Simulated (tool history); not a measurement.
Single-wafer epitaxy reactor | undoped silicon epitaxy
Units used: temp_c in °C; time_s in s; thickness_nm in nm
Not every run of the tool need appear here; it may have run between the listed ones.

Run 1, hour 0.0: temp_c 660 °C, time_s 467 s. Result: thickness_nm 92.749 nm.
Run 2, hour 1.5: temp_c 660 °C, time_s 532 s. Result: thickness_nm 106.670 nm.
Run 3, hour 5.9: temp_c 660 °C, time_s 580 s. Result: thickness_nm 116.180 nm.
Run 4, hour 9.1: temp_c 666 °C, time_s 580 s. Result: thickness_nm 132.910 nm.
Run 5, hour 12.1: temp_c 658 °C, time_s 571 s. Result: thickness_nm 108.670 nm.
Run 6, hour 15.0: temp_c 653 °C, time_s 569 s. Result: thickness_nm 95.661 nm.
Run 7, hour 19.4: temp_c 649 °C, time_s 568 s. Result: thickness_nm 87.341 nm.
Run 8, hour 25.5: temp_c 646 °C, time_s 567 s. Result: thickness_nm 80.639 nm.
Run 9, hour 33.2: temp_c 644 °C, time_s 566 s. Result: thickness_nm 76.205 nm.
Run 10, hour 34.6: temp_c 642 °C, time_s 566 s. Result: thickness_nm 72.723 nm.

Run 11 has not been measured yet. What should we expect?
Run 11, hour 43.1: temp_c 636 °C, time_s 564 s. Result: thickness_nm ?.

thickness_nm: 61.970 nm
